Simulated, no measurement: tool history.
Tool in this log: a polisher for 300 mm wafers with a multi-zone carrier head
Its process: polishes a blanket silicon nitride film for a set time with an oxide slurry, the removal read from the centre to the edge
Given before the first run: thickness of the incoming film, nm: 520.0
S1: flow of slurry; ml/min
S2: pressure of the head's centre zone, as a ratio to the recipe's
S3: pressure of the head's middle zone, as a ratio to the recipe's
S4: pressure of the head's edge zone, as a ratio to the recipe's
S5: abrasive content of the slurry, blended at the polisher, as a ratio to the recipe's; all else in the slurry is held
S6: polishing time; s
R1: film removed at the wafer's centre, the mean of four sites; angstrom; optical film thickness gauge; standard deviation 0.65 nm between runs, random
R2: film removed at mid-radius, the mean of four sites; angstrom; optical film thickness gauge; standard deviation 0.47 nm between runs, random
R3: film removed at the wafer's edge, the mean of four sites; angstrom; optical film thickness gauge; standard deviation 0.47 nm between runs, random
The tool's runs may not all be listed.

run    day   S1    S2    S3    S4    S5  S6      R1      R2      R3
  1  0.000  315  1.00  1.00  1.00  1.00  78  766.22  780.09  794.03
  2  0.333  315  1.00  1.00  1.00  0.90  78  720.06  745.80  767.98
  3  0.492  315  1.00  1.00  1.00  0.80  78  713.02  727.99  751.62
  4  0.775  315  0.97  1.02  0.96  0.70  75  635.69  684.34  682.34
  5  1.108  315  0.97  1.02  0.96  0.90  75  688.75  738.70  729.61
  6  1.221  315  0.97  1.07  0.96  0.90  75  662.53  760.63  725.56
  7  1.304  310  0.95  1.07  0.94  0.80  73  633.19  721.38  684.03
  8  1.525  310  0.93  1.08  0.93  0.70  71  583.84  687.11  628.44
  9  1.846  305  0.90  1.07  0.93  0.65  70  536.66  656.10  603.19
 10  2.029  300  0.88  1.06  0.91  0.65  70  520.14  638.03  601.54

Run 11, settings as shown, results not yet in. Your forecast:
 11  2.267  285  0.86  1.08  0.82  0.55  70   ?   ?   ?

R1: 498.23 angstrom
R2: 635.54 angstrom
R3: 552.94 angstrom
